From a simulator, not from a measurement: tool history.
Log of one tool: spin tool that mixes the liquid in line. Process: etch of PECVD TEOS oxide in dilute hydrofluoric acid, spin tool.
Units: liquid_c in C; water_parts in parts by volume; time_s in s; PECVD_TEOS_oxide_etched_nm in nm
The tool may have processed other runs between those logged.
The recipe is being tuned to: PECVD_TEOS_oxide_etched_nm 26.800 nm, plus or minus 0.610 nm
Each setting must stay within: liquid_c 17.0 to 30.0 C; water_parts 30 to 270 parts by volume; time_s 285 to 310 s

run,hour,liquid_c,water_parts,time_s,PECVD_TEOS_oxide_etched_nm
1,0.0,22.0,150,285,30.809
2,2.8,21.0,150,285,29.711
3,5.8,21.0,120,285,37.996
4,9.0,21.0,120,310,41.705
5,13.9,21.0,120,285,37.910
6,14.9,21.0,120,310,41.791
7,15.5,20.0,130,310,36.509
8,22.4,19.0,135,310,33.591
9,24.1,18.5,140,310,31.317
10,31.9,18.0,145,310,29.939
11,32.6,17.5,145,310,28.996

Pick the move, out of 5, that brings all results within their allowed miss; only one does.
A,33.3,18.0,135,310,?
B,33.3,18.5,150,285,?
C,33.3,17.0,150,285,?
D,33.3,19.0,140,310,?
E,33.3,20.0,165,285,?

move,PECVD_TEOS_oxide_etched_nm
A,32.614
B,27.126
C,25.520
D,32.588
E,25.787
A: the biggest miss grows against the last run
B: every result within its allowed miss
C: pushes the last run's worst result past its target
D: the biggest miss grows against the last run
E: pushes the last run's worst result past its target
B is the move that brings every result within its allowed miss.
